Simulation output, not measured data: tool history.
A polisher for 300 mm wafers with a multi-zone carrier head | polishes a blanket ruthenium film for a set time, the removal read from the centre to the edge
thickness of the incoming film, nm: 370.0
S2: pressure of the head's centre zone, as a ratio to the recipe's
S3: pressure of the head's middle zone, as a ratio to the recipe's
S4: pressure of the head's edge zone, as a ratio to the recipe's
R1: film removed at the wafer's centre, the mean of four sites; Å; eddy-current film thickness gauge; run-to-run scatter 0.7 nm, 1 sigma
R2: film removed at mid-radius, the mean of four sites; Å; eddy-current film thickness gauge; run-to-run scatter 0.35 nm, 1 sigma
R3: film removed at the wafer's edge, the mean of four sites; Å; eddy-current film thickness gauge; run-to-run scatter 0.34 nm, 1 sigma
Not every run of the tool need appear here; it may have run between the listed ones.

Run 1, hour 0.0: flow of slurry (ml/min) 285, S2 1.00, S3 1.00, S4 1.00, polishing time (s) 35. Result: R1 322.24 Å, R2 343.71 Å, R3 355.82 Å.
Run 2, hour 8.6: flow of slurry (ml/min) 290, S2 1.02, S3 1.02, S4 1.01, polishing time (s) 36. Result: R1 353.72 Å, R2 362.14 Å, R3 363.68 Å.
Run 3, hour 12.5: flow of slurry (ml/min) 290, S2 1.02, S3 1.03, S4 1.02, polishing time (s) 37. Result: R1 359.09 Å, R2 377.80 Å, R3 374.44 Å.
Run 4, hour 20.5: flow of slurry (ml/min) 295, S2 1.03, S3 1.04, S4 1.03, polishing time (s) 38. Result: R1 369.70 Å, R2 393.44 Å, R3 388.09 Å.
Run 5, hour 24.6: flow of slurry (ml/min) 295, S2 1.03, S3 1.10, S4 1.03, polishing time (s) 38. Result: R1 371.71 Å, R2 399.23 Å, R3 388.42 Å.
Run 6, hour 29.6: flow of slurry (ml/min) 295, S2 1.00, S3 1.10, S4 1.03, polishing time (s) 38. Result: R1 369.90 Å, R2 406.30 Å, R3 385.30 Å.
Run 7, hour 31.9: flow of slurry (ml/min) 300, S2 1.02, S3 1.11, S4 1.04, polishing time (s) 38. Result: R1 375.18 Å, R2 414.60 Å, R3 392.49 Å.

Run 8, settings as shown, results not yet in. Your forecast:
Run 8, hour 36.1: flow of slurry (ml/min) 310, S2 1.04, S3 1.11, S4 1.05, polishing time (s) 38. Result: R1 ?, R2 ?, R3 ?.

R1: 382.12 Å
R2: 415.31 Å
R3: 395.77 Å
